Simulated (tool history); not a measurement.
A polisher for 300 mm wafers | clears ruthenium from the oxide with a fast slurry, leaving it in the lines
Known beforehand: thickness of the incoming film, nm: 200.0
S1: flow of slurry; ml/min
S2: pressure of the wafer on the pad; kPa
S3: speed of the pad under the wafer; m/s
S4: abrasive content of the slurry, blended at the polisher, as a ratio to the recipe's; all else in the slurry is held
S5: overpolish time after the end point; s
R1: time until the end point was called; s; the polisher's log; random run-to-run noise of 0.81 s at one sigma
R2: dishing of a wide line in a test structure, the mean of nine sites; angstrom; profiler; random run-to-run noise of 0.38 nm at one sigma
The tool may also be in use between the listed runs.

run 1 hour=0 | S1=295 S2=15.2 S3=0.88 S4=1 S5=13 | R1=81.436 R2=312.59
run 2 hour=2.8 | S1=320 S2=15.2 S3=0.88 S4=1 S5=13 | R1=81.593 R2=300.91
run 3 hour=6.6 | S1=320 S2=18.6 S3=0.88 S4=1 S5=13 | R1=68.459 R2=354.34
run 4 hour=9.5 | S1=290 S2=18.6 S3=0.88 S4=1 S5=13 | R1=67.645 R2=371.89
run 5 hour=13.9 | S1=290 S2=18.6 S3=1.08 S4=1 S5=13 | R1=57.74 R2=426.12
run 6 hour=21.2 | S1=290 S2=15.9 S3=1.08 S4=1 S5=12 | R1=67.275 R2=343.64

What does the tool deliver on the next run?
run 7 hour=23.8 | S1=290 S2=11.7 S3=1.06 S4=1 S5=7 | R1=? R2=?

Run 7 gave R1 90.575 s, R2 156.09 angstrom.

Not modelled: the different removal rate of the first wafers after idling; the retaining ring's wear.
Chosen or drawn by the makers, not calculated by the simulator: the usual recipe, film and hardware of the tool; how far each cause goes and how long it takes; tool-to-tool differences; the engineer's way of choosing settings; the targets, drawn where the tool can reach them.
